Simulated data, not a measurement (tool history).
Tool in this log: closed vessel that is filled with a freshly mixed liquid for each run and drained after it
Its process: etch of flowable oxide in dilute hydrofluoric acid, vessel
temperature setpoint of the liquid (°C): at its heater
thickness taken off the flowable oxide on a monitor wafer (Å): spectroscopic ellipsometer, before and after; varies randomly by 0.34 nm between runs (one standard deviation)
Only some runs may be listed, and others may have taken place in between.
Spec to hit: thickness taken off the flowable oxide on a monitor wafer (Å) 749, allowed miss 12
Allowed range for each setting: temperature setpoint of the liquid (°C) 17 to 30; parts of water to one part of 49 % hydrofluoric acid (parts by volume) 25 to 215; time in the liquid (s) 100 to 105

| run | hour | temperature setpoint of the liquid (°C) | parts of water to one part of 49 % hydrofluoric acid (parts by volume) | time in the liquid (s) | thickness taken off the flowable oxide on a monitor wafer (Å) |
|---|---|---|---|---|---|
| 1 | 0 | 22 | 120 | 100 | 413.43 |
| 2 | 6.6 | 25 | 120 | 100 | 465.07 |
| 3 | 15.6 | 25 | 160 | 100 | 333.74 |
| 4 | 20.2 | 25 | 160 | 105 | 349.51 |
| 5 | 22.4 | 27.5 | 160 | 105 | 383.45 |
| 6 | 23.6 | 25 | 160 | 105 | 349.73 |
| 7 | 24.5 | 25.5 | 150 | 105 | 383.38 |
| 8 | 33 | 26 | 140 | 105 | 426.23 |
| 9 | 41.6 | 26.5 | 130 | 105 | 472.82 |
| 10 | 44.6 | 27 | 125 | 105 | 497.38 |
| 11 | 49.2 | 30 | 85 | 105 | 875.63 |

Of the 5 settings listed for the next run, only one would bring every result within its allowed miss of target. Which one?
| A | 53.8 | 29.5 | 95 | 100 | ? |
| B | 53.8 | 30 | 90 | 100 | ? |
| C | 53.8 | 29 | 90 | 100 | ? |
| D | 53.8 | 29.5 | 90 | 100 | ? |
| E | 53.8 | 30 | 95 | 105 | ? |

| move | thickness taken off the flowable oxide on a monitor wafer (Å) |
|---|---|
| A | 723.43 |
| B | 783.76 |
| C | 754.54 |
| D | 769.04 |
| E | 774.07 |
A: the result that was furthest off in the last run now lies on the other side of its target
B: gains on the last run, yet a result remains outside its allowed miss
C: each result inside its tolerance
D: gains on the last run, yet a result remains outside its allowed miss
E: gains on the last run, yet a result remains outside its allowed miss
Correct choice: C, which meets every target
